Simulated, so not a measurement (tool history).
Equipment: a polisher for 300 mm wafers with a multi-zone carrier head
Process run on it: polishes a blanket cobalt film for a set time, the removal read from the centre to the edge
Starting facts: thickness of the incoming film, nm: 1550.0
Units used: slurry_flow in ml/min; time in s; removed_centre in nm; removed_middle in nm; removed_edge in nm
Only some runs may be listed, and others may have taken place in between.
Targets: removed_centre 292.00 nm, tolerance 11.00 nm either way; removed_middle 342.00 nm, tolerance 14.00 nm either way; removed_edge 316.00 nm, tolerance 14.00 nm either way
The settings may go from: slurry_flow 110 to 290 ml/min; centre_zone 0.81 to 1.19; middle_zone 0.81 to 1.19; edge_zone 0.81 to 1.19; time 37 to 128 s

| run | hour | slurry_flow | centre_zone | middle_zone | edge_zone | time | removed_centre | removed_middle | removed_edge |
|---|---|---|---|---|---|---|---|---|---|
| 1 | 0.0 | 185 | 1.00 | 1.00 | 1.00 | 82 | 513.50 | 522.83 | 506.15 |
| 2 | 4.7 | 180 | 0.99 | 1.00 | 0.99 | 79 | 478.17 | 501.62 | 478.97 |
| 3 | 7.3 | 175 | 0.98 | 0.99 | 0.98 | 77 | 463.43 | 475.99 | 471.80 |
| 4 | 8.6 | 175 | 0.92 | 0.99 | 0.98 | 77 | 430.86 | 474.71 | 459.41 |
| 5 | 17.2 | 175 | 0.92 | 1.03 | 0.98 | 77 | 440.92 | 490.12 | 465.35 |
| 6 | 19.4 | 175 | 0.91 | 1.03 | 0.97 | 74 | 405.27 | 471.48 | 431.83 |
| 7 | 26.9 | 175 | 0.91 | 1.02 | 0.96 | 72 | 400.62 | 448.00 | 429.17 |
| 8 | 31.6 | 175 | 0.91 | 1.03 | 0.95 | 70 | 392.78 | 443.72 | 414.36 |
| 9 | 36.3 | 175 | 0.90 | 1.03 | 0.94 | 68 | 381.00 | 433.58 | 397.84 |
| 10 | 43.7 | 175 | 0.89 | 1.03 | 0.93 | 67 | 365.93 | 433.82 | 389.11 |
| 11 | 48.5 | 175 | 0.89 | 1.02 | 0.92 | 66 | 355.27 | 421.11 | 395.05 |
| 12 | 53.0 | 170 | 0.89 | 1.02 | 0.92 | 64 | 344.28 | 400.16 | 372.26 |
| 13 | 58.8 | 120 | 0.83 | 0.98 | 0.84 | 57 | 265.34 | 323.64 | 307.64 |
| 14 | 67.6 | 125 | 0.83 | 0.98 | 0.84 | 57 | 266.56 | 327.15 | 313.39 |
| 15 | 73.0 | 130 | 0.84 | 0.98 | 0.84 | 57 | 268.93 | 335.19 | 311.10 |
| 16 | 76.9 | 130 | 0.85 | 0.98 | 0.84 | 57 | 273.57 | 324.93 | 310.82 |
| 17 | 80.6 | 165 | 0.88 | 1.02 | 0.83 | 58 | 310.27 | 369.04 | 323.15 |
| 18 | 82.0 | 160 | 0.88 | 1.02 | 0.83 | 58 | 310.96 | 365.48 | 330.52 |
| 19 | 87.8 | 155 | 0.88 | 1.02 | 0.83 | 58 | 309.11 | 351.34 | 317.97 |

Which one of the following 5 next-run settings gets every result inside its allowed miss? There is exactly one.
| A | 93.6 | 110 | 1.02 | 0.94 | 0.84 | 61 | ? | ? | ? |
| B | 93.6 | 135 | 0.93 | 1.05 | 0.82 | 60 | ? | ? | ? |
| C | 93.6 | 170 | 0.97 | 1.14 | 0.81 | 54 | ? | ? | ? |
| D | 93.6 | 215 | 0.84 | 0.95 | 0.82 | 54 | ? | ? | ? |
| E | 93.6 | 145 | 0.93 | 0.94 | 0.81 | 59 | ? | ? | ? |

| move | removed_centre | removed_middle | removed_edge |
|---|---|---|---|
| A | 334.92 | 318.75 | 330.66 |
| B | 320.98 | 357.03 | 335.88 |
| C | 319.14 | 356.81 | 311.99 |
| D | 287.99 | 329.54 | 322.85 |
| E | 321.61 | 332.62 | 333.50 |
A: the biggest miss grows against the last run
B: the biggest miss grows against the last run
C: the biggest miss grows against the last run
D: all results in spec
E: the biggest miss grows against the last run
Go with D: it meets all targets.

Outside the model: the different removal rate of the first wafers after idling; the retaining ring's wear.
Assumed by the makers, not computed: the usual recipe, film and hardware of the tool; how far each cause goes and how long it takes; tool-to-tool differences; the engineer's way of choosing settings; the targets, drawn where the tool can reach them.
